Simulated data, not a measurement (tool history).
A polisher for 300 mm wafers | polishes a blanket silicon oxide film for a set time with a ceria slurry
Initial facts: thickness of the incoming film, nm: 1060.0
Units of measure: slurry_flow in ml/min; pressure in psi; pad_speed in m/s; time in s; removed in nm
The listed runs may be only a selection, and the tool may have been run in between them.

run  hour  slurry_flow  pressure  pad_speed  time  removed
  1   0.0          285       2.2       0.84    54   155.75
  2   0.8          285       2.4       0.84    54   169.52
  3   1.4          285       2.4       0.84    54   170.71
  4   7.0          295       2.7       0.86    54   197.20
  5  14.8          295       3.0       0.88    54   222.44
  6  15.7          295       3.0       0.72    54   184.00

Expected results for the next run?
  7  23.9          295       3.0       0.72    54        ?

{"run 7": {"removed": 183.93}}

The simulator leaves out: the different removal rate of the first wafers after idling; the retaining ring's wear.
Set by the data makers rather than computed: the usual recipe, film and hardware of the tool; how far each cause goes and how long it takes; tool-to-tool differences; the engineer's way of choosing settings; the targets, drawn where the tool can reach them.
